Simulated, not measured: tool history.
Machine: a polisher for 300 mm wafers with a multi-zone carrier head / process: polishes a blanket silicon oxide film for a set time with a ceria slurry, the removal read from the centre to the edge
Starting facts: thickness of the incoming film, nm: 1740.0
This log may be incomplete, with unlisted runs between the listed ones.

run,hour,flow of slurry (ml/min),pressure of the head's centre zone,pressure of the head's middle zone,pressure of the head's edge zone,polishing time (s),film removed at the wafer's centre (Å),film removed at mid-radius (Å),film removed at the wafer's edge (Å)
1,0,245,1,1,1,55,1481.6,1606.4,1535.7
2,0.7,245,1,0.94,1,55,1439.4,1543.4,1537.2
3,9.5,245,1,0.94,1.05,55,1463.8,1532,1542.6
4,13.9,185,1,0.94,1.05,55,1388.3,1463.5,1514.3
5,20.4,185,1,0.86,1.05,55,1400.1,1372.3,1510.7
6,21.2,210,1.04,0.92,1.07,59,1577.4,1584.2,1667.8
7,24.1,280,1.14,1.02,1.11,69,2098.9,2108.4,2057.4

Expected results for the next run?
8,24.7,295,1.15,1.03,1.11,69,?,?,?

For run 8 the tool returned film removed at the wafer's centre (Å) 2134.2, film removed at mid-radius (Å) 2116.4, film removed at the wafer's edge (Å) 2030.3.
